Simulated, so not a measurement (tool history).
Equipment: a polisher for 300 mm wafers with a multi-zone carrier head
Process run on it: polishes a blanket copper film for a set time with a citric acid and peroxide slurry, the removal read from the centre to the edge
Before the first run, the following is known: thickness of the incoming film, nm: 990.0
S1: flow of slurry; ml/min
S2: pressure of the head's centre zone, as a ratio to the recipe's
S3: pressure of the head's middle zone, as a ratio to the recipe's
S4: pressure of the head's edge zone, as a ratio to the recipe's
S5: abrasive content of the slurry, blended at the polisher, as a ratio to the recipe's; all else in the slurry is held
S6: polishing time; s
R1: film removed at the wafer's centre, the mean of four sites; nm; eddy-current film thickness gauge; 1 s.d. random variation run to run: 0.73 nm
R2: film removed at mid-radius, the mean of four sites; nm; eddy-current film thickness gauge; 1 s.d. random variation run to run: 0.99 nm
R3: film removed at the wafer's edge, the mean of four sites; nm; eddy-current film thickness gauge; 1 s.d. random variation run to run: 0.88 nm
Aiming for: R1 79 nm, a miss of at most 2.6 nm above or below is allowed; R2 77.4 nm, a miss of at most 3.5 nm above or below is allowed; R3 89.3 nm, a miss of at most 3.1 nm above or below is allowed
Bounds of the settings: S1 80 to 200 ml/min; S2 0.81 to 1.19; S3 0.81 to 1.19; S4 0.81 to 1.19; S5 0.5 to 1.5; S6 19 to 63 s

run,hour,S1,S2,S3,S4,S5,S6,R1,R2,R3
1,0,130,1,1,1,1,41,121.34,122.47,121.35
2,3.2,130,0.95,1,1,1,41,116.56,121.19,121.74
3,8.5,130,0.95,1,1,1,48,134.29,147.05,142.44
4,11.8,125,0.93,0.97,0.99,0.9,46,121.45,131.36,131.28
5,19,125,0.93,0.97,0.99,0.9,41,111.24,117.68,118.22
6,21.4,125,0.88,0.97,0.99,0.9,41,103.74,118.67,117.68
7,22.8,125,0.88,0.97,0.99,0.9,41,104.19,115.23,119.63
8,28.6,120,0.88,0.94,0.99,0.85,40,98.908,108.31,110.24
9,36.4,115,0.88,0.92,1.02,0.8,39,94.872,100.47,109.77
10,41.9,110,0.88,0.9,1.01,0.75,38,89.08,94.878,103.66
11,49.8,105,0.89,0.88,1.01,0.7,38,88.931,90.657,101.48
12,54.3,85,0.85,0.81,0.93,0.5,37,72.165,73.727,85.513
13,63.2,90,0.86,0.81,0.93,0.5,37,73.647,75.03,85.863
14,68.6,95,0.87,0.81,0.94,0.5,37,74.518,74.248,87.551
15,75,115,0.9,0.84,0.92,0.5,37,82.09,79.404,89.064

Of the 5 settings listed for the next run, only one would bring every result within its allowed miss of target. Which one?
A,81.4,105,0.86,0.84,0.96,0.6,40,?,?,?
B,81.4,95,0.84,0.81,0.92,0.5,42,?,?,?
C,81.4,115,0.85,0.81,1.04,0.55,37,?,?,?
D,81.4,120,0.81,0.85,0.96,0.5,40,?,?,?
E,81.4,80,0.88,0.82,0.92,0.55,39,?,?,?

move,R1,R2,R3
A,86.196,90.151,101.76
B,82.711,86.257,98.911
C,78.502,80.47,96.837
D,79.604,89.024,98.784
E,79.433,80.221,92.044
A: lands further from the targets than the last run did
B: lands further from the targets than the last run did
C: gets the furthest-off result to its target, but another result is out of tolerance
D: gets the furthest-off result to its target, but another result is out of tolerance
E: all results in spec
E meets every target.
